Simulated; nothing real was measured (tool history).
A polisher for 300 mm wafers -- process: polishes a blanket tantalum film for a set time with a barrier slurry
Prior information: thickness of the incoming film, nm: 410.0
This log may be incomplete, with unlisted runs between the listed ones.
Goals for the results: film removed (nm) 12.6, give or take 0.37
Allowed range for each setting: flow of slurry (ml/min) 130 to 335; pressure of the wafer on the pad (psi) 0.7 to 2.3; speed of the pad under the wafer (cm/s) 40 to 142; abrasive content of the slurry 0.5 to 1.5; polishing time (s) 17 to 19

run,day,flow of slurry (ml/min),pressure of the wafer on the pad (psi),speed of the pad under the wafer (cm/s),abrasive content of the slurry,polishing time (s),film removed (nm)
1,0,215,1.5,90,1,19,18.096
2,0.317,215,1.4,90,1,19,17.063
3,0.679,215,1.4,106,1,19,19.726
4,0.921,215,1.3,106,1,19,18.266
5,1.029,215,1.3,106,0.8,19,17.523
6,1.212,215,1.6,106,0.8,19,21.633
7,1.433,215,1.5,106,0.8,19,20.27
8,1.533,215,1.4,106,0.8,19,19.209
9,1.767,200,1,104,0.8,19,13.273
10,2.096,195,1,104,0.8,19,13.346
11,2.4,190,1,104,0.8,19,13.253
12,2.758,185,1,104,0.8,19,13.383

Below are 4 possible settings for the next run. Only one of them brings all results inside the allowed miss of their targets. Which is it?
A,3.117,205,1,120,0.8,18,?
B,3.117,230,0.9,112,0.85,19,?
C,3.117,195,1.1,90,0.8,19,?
D,3.117,220,1,104,0.9,19,?

move,film removed (nm)
A,14.82
B,13.553
C,12.872
D,14.018
A: further off than the last run
B: further off than the last run
C: every result within its allowed miss
D: further off than the last run
C is the move that brings every result within its allowed miss.
